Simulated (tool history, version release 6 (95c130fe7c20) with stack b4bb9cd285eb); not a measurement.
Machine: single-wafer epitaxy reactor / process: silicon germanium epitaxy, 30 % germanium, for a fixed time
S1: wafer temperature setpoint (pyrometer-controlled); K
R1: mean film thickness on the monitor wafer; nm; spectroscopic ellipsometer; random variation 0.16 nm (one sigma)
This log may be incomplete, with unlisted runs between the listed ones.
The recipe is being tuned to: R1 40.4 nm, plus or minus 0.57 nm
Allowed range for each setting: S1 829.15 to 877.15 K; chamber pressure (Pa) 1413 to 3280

Run 1, hour 0: S1 853.15 K, chamber pressure (Pa) 2346. Result: R1 37.714 nm.
Run 2, hour 8.9: S1 846.15 K, chamber pressure (Pa) 2346. Result: R1 32.524 nm.
Run 3, hour 16.8: S1 846.15 K, chamber pressure (Pa) 2186. Result: R1 31.742 nm.
Run 4, hour 25: S1 846.15 K, chamber pressure (Pa) 1986. Result: R1 30.71 nm.
Run 5, hour 31.7: S1 846.15 K, chamber pressure (Pa) 2373. Result: R1 32.589 nm.
Run 6, hour 37.8: S1 849.15 K, chamber pressure (Pa) 2373. Result: R1 35.046 nm.
Run 7, hour 46: S1 851.15 K, chamber pressure (Pa) 2373. Result: R1 36.653 nm.
Run 8, hour 53.4: S1 852.15 K, chamber pressure (Pa) 2373. Result: R1 37.373 nm.
Run 9, hour 54: S1 853.15 K, chamber pressure (Pa) 2373. Result: R1 38.209 nm.
Run 10, hour 56.5: S1 854.15 K, chamber pressure (Pa) 2373. Result: R1 38.89 nm.
Run 11, hour 64.1: S1 855.15 K, chamber pressure (Pa) 2373. Result: R1 39.877 nm.

Which single option among these 5 for the next run brings every result within its allowed miss of target? Just one does.
Run A, hour 71.7: S1 856.15 K, chamber pressure (Pa) 2106. Result: R1 ?.
Run B, hour 71.7: S1 856.15 K, chamber pressure (Pa) 2120. Result: R1 ?.
Run C, hour 71.7: S1 855.15 K, chamber pressure (Pa) 2453. Result: R1 ?.
Run D, hour 71.7: S1 852.15 K, chamber pressure (Pa) 2733. Result: R1 ?.
Run E, hour 71.7: S1 854.15 K, chamber pressure (Pa) 2426. Result: R1 ?.

move      R1
   A  38.907
   B  38.996
   C  40.255
   D  39.246
   E  39.232
A: moves away from the targets compared with the last run
B: moves away from the targets compared with the last run
C: each result inside its tolerance
D: moves away from the targets compared with the last run
E: moves away from the targets compared with the last run
C meets every target.
